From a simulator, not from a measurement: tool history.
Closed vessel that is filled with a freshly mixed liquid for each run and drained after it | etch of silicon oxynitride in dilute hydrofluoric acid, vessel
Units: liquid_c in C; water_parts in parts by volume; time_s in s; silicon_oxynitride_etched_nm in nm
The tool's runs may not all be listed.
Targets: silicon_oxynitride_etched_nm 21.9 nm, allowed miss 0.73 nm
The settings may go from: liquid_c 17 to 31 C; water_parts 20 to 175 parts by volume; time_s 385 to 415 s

| run | hour | liquid_c | water_parts | time_s | silicon_oxynitride_etched_nm |
|---|---|---|---|---|---|
| 1 | 0 | 23 | 95 | 385 | 9.9163 |
| 2 | 6.1 | 25.5 | 95 | 385 | 11.224 |
| 3 | 14.9 | 25.5 | 95 | 415 | 12.126 |
| 4 | 18.2 | 25.5 | 95 | 385 | 11.432 |
| 5 | 23.7 | 28 | 95 | 385 | 12.427 |
| 6 | 27.1 | 28 | 95 | 415 | 13.735 |
| 7 | 33.8 | 28.5 | 90 | 415 | 14.795 |
| 8 | 38.7 | 31 | 60 | 415 | 25.718 |
| 9 | 47.9 | 30.5 | 60 | 415 | 24.982 |
| 10 | 51.9 | 30 | 60 | 415 | 24.378 |
| 11 | 55.9 | 29.5 | 60 | 415 | 23.525 |

5 next moves are on the table. One of them brings every result within its allowed miss. Which?
| A | 59.9 | 31 | 70 | 415 | ? |
| B | 59.9 | 31 | 65 | 415 | ? |
| C | 59.9 | 27.5 | 55 | 415 | ? |
| D | 59.9 | 29 | 65 | 395 | ? |
| E | 59.9 | 30.5 | 70 | 390 | ? |

| move | silicon_oxynitride_etched_nm |
|---|---|
| A | 21.586 |
| B | 23.372 |
| C | 23.714 |
| D | 20.289 |
| E | 19.828 |
A: meets every target
B: nearer than the last run, and not there yet
C: further off than the last run
D: takes the result that was furthest off past its target
E: takes the result that was furthest off past its target
Move A is the one to make.
